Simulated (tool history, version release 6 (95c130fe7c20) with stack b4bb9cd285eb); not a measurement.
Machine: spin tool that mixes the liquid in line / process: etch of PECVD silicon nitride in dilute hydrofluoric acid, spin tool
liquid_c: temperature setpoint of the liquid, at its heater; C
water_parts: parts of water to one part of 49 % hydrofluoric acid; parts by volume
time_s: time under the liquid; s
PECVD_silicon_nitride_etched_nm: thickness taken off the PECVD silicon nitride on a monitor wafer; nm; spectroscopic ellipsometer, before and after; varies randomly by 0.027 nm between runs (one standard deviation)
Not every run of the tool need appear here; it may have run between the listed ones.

run	hour	liquid_c	water_parts	time_s	PECVD_silicon_nitride_etched_nm
1	0.0	25.0	230	305	7.0652
2	1.5	22.5	230	305	5.9821
3	6.3	22.5	230	305	6.0101
4	7.6	22.5	150	305	9.1517
5	16.4	25.5	150	305	11.1690
6	20.5	25.5	105	305	15.9290
7	28.8	23.0	130	305	10.9540

Run 8 has not been measured yet. What should we expect?
8	29.6	23.0	130	305	?

Run 8 measured PECVD_silicon_nitride_etched_nm 10.9210 nm.
